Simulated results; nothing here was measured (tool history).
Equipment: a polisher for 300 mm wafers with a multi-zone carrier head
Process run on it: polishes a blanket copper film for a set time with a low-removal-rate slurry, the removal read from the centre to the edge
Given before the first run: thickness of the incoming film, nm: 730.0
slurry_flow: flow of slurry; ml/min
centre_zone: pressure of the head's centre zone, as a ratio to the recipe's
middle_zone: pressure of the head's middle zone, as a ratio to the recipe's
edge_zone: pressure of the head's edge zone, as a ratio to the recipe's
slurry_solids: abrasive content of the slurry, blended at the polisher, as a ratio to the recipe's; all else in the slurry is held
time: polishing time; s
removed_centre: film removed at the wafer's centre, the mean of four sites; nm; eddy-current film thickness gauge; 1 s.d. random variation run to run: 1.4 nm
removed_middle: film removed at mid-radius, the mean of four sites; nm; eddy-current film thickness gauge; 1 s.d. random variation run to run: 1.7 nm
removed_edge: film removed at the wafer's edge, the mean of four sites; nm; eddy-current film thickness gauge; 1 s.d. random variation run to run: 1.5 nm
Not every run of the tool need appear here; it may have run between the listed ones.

run	hour	slurry_flow	centre_zone	middle_zone	edge_zone	slurry_solids	time	removed_centre	removed_middle	removed_edge
1	0.0	130	1.00	1.00	1.00	1.00	72	201.24	196.74	192.03
2	1.8	130	1.00	1.00	0.95	1.00	72	205.18	194.98	187.09
3	7.0	125	0.98	1.01	0.95	1.00	72	196.99	197.65	188.85
4	8.6	120	0.97	1.02	0.94	1.00	72	192.21	198.08	188.80
5	15.9	120	0.97	1.02	0.94	1.15	72	202.76	206.99	192.54
6	23.6	120	0.93	1.02	0.94	1.15	72	189.64	203.00	197.07
7	30.9	115	0.93	1.03	0.92	1.10	72	187.65	201.51	187.67
8	38.4	110	0.92	1.03	0.91	1.10	72	187.39	201.09	186.86
9	46.0	90	0.84	1.04	0.85	0.95	72	151.76	182.23	164.21
10	49.3	95	0.85	1.04	0.85	0.95	72	154.97	188.63	172.75
11	57.1	95	0.86	1.04	0.85	0.95	72	156.95	185.78	165.47
12	62.9	100	0.86	1.04	0.85	0.95	72	162.92	188.85	171.90

The next listed run, before its measurement:
13	71.2	100	0.86	1.04	0.85	0.95	72	?	?	?

{"run 13": {"removed_centre": 157.91, "removed_middle": 188.02, "removed_edge": 170.81}}
